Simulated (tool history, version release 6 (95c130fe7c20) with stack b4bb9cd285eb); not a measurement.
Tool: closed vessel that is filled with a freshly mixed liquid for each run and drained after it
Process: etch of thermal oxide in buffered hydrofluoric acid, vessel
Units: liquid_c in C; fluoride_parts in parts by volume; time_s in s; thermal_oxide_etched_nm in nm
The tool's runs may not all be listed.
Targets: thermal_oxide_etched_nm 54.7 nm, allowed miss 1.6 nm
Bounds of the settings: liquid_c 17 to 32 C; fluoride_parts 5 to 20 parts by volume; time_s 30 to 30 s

{"run": 1, "hour": 0.0, "liquid_c": 24, "fluoride_parts": 12, "time_s": 30, "thermal_oxide_etched_nm": 32.951}
{"run": 2, "hour": 4.0, "liquid_c": 26.5, "fluoride_parts": 11.5, "time_s": 30, "thermal_oxide_etched_nm": 39.629}
{"run": 3, "hour": 13.0, "liquid_c": 28, "fluoride_parts": 11.5, "time_s": 30, "thermal_oxide_etched_nm": 42.797}
{"run": 4, "hour": 20.5, "liquid_c": 30, "fluoride_parts": 11.5, "time_s": 30, "thermal_oxide_etched_nm": 47.47}
{"run": 5, "hour": 22.4, "liquid_c": 30, "fluoride_parts": 8, "time_s": 30, "thermal_oxide_etched_nm": 65.885}
{"run": 6, "hour": 26.2, "liquid_c": 29, "fluoride_parts": 8, "time_s": 30, "thermal_oxide_etched_nm": 62.836}
{"run": 7, "hour": 35.1, "liquid_c": 28, "fluoride_parts": 8, "time_s": 30, "thermal_oxide_etched_nm": 59.551}
{"run": 8, "hour": 40.9, "liquid_c": 28, "fluoride_parts": 8, "time_s": 30, "thermal_oxide_etched_nm": 58.886}
{"run": 9, "hour": 48.0, "liquid_c": 27.5, "fluoride_parts": 8, "time_s": 30, "thermal_oxide_etched_nm": 57.846}

Which of these 4 next moves meets every target?
{"run": "A", "hour": 55.1, "liquid_c": 27, "fluoride_parts": 7.5, "time_s": 30, "thermal_oxide_etched_nm": "?"}
{"run": "B", "hour": 55.1, "liquid_c": 26.5, "fluoride_parts": 8.5, "time_s": 30, "thermal_oxide_etched_nm": "?"}
{"run": "C", "hour": 55.1, "liquid_c": 23.5, "fluoride_parts": 7.5, "time_s": 30, "thermal_oxide_etched_nm": "?"}
{"run": "D", "hour": 55.1, "liquid_c": 25, "fluoride_parts": 7.5, "time_s": 30, "thermal_oxide_etched_nm": "?"}

move=A thermal_oxide_etched_nm=59.895
move=B thermal_oxide_etched_nm=50.929
move=C thermal_oxide_etched_nm=49.578
move=D thermal_oxide_etched_nm=53.791
A: further off than the last run
B: takes the result that was furthest off past its target
C: takes the result that was furthest off past its target
D: meets every target
The right move is D.
